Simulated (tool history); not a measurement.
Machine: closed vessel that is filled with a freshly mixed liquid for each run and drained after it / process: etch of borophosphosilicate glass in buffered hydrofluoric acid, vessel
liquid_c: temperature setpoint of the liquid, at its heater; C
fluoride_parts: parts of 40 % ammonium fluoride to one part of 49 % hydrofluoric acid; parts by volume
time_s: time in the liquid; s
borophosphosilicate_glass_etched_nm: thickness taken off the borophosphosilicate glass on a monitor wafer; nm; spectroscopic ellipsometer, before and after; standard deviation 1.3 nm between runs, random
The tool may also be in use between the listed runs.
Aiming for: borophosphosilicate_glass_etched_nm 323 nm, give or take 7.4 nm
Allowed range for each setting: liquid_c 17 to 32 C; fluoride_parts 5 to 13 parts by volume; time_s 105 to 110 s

run,hour,liquid_c,fluoride_parts,time_s,borophosphosilicate_glass_etched_nm
1,0,24,8,105,473.4
2,1.4,21.5,8,105,417.91
3,7.8,21.5,8,110,436.08
4,15.7,20,8,110,399.52
5,21.7,19,8,110,379.15
6,30.9,18.5,8,110,368.99
7,38.3,18,8,110,358.07
8,43.7,17.5,8,110,349.34
9,47.9,17,8,110,337.84

Consider the 4 candidate settings below. Which is the only one whose results all fall within their allowed miss of target?
A,52.1,17.5,8,110,?
B,52.1,17,8,105,?
C,52.1,17,7.5,105,?
D,52.1,17,8.5,105,?

move,borophosphosilicate_glass_etched_nm
A,348.02
B,323.01
C,346.73
D,302.2
A: further off than the last run
B: all results in spec
C: further off than the last run
D: the result that was furthest off in the last run now lies on the other side of its target
The move that meets every target is B.
